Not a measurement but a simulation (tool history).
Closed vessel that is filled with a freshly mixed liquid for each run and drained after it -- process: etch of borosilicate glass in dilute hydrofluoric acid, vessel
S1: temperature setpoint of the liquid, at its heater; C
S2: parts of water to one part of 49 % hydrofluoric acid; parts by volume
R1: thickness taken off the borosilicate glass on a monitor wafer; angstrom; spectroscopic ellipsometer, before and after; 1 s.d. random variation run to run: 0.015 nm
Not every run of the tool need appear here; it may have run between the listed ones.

Run 1, hour 0.0: S1 24.0 C, S2 275 parts by volume, time in the liquid (s) 30. Result: R1 26.600 angstrom.
Run 2, hour 1.9: S1 24.0 C, S2 275 parts by volume, time in the liquid (s) 30. Result: R1 26.765 angstrom.
Run 3, hour 7.5: S1 25.5 C, S2 275 parts by volume, time in the liquid (s) 30. Result: R1 28.252 angstrom.
Run 4, hour 8.7: S1 22.5 C, S2 275 parts by volume, time in the liquid (s) 30. Result: R1 25.300 angstrom.
Run 5, hour 9.4: S1 24.5 C, S2 275 parts by volume, time in the liquid (s) 30. Result: R1 26.944 angstrom.
Run 6, hour 17.9: S1 24.5 C, S2 275 parts by volume, time in the liquid (s) 30. Result: R1 27.255 angstrom.
Run 7, hour 19.0: S1 26.0 C, S2 275 parts by volume, time in the liquid (s) 30. Result: R1 28.728 angstrom.
Run 8, hour 19.8: S1 26.0 C, S2 275 parts by volume, time in the liquid (s) 30. Result: R1 28.547 angstrom.
Run 9, hour 23.9: S1 27.0 C, S2 275 parts by volume, time in the liquid (s) 30. Result: R1 29.412 angstrom.
Run 10, hour 31.7: S1 28.0 C, S2 275 parts by volume, time in the liquid (s) 30. Result: R1 30.644 angstrom.

Estimate the outcome of run 11 from the log above:
Run 11, hour 40.5: S1 28.5 C, S2 275 parts by volume, time in the liquid (s) 30. Result: R1 ?.

For run 11 the tool returned R1 31.024 angstrom.

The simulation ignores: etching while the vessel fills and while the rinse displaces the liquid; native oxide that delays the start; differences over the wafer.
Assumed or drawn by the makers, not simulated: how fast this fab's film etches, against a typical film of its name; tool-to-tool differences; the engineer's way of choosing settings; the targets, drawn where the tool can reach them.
